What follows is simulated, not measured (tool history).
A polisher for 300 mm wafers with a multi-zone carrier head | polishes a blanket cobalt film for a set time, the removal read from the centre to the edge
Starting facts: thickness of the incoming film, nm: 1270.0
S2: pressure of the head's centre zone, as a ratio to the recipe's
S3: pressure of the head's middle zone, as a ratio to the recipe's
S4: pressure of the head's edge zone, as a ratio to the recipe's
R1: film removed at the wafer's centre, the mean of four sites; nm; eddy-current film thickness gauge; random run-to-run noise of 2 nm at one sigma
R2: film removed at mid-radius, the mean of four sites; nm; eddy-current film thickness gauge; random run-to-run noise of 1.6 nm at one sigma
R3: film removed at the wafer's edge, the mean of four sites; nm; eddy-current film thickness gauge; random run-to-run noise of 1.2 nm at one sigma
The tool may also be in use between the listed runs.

Run 1, hour 0.0: flow of slurry (ml/min) 210, S2 1.00, S3 1.00, S4 1.00, polishing time (s) 45. Result: R1 156.05 nm, R2 161.07 nm, R3 159.11 nm.
Run 2, hour 7.0: flow of slurry (ml/min) 230, S2 1.04, S3 1.03, S4 1.01, polishing time (s) 45. Result: R1 166.93 nm, R2 164.52 nm, R3 160.36 nm.
Run 3, hour 8.4: flow of slurry (ml/min) 230, S2 1.04, S3 1.03, S4 1.01, polishing time (s) 53. Result: R1 195.18 nm, R2 197.50 nm, R3 190.35 nm.
Run 4, hour 10.5: flow of slurry (ml/min) 230, S2 1.04, S3 1.03, S4 1.01, polishing time (s) 63. Result: R1 236.09 nm, R2 232.17 nm, R3 224.86 nm.
Run 5, hour 18.4: flow of slurry (ml/min) 230, S2 1.04, S3 1.03, S4 1.01, polishing time (s) 71. Result: R1 266.70 nm, R2 264.28 nm, R3 254.82 nm.
Run 6, hour 27.3: flow of slurry (ml/min) 220, S2 1.04, S3 1.02, S4 0.96, polishing time (s) 66. Result: R1 244.27 nm, R2 243.09 nm, R3 229.49 nm.
Run 7, hour 30.2: flow of slurry (ml/min) 215, S2 1.05, S3 1.00, S4 0.92, polishing time (s) 62. Result: R1 231.92 nm, R2 226.74 nm, R3 213.48 nm.
Run 8, hour 37.1: flow of slurry (ml/min) 210, S2 1.06, S3 0.99, S4 0.90, polishing time (s) 59. Result: R1 217.28 nm, R2 209.78 nm, R3 198.25 nm.
Run 9, hour 43.9: flow of slurry (ml/min) 200, S2 1.07, S3 0.99, S4 0.88, polishing time (s) 58. Result: R1 218.25 nm, R2 203.67 nm, R3 192.86 nm.
Run 10, hour 47.6: flow of slurry (ml/min) 190, S2 1.06, S3 0.99, S4 0.86, polishing time (s) 57. Result: R1 207.51 nm, R2 201.32 nm, R3 187.11 nm.

Run 11 comes next. What will it give?
Run 11, hour 49.4: flow of slurry (ml/min) 185, S2 1.06, S3 0.99, S4 0.85, polishing time (s) 56. Result: R1 ?, R2 ?, R3 ?.

R1: 207.06 nm
R2: 196.37 nm
R3: 181.83 nm

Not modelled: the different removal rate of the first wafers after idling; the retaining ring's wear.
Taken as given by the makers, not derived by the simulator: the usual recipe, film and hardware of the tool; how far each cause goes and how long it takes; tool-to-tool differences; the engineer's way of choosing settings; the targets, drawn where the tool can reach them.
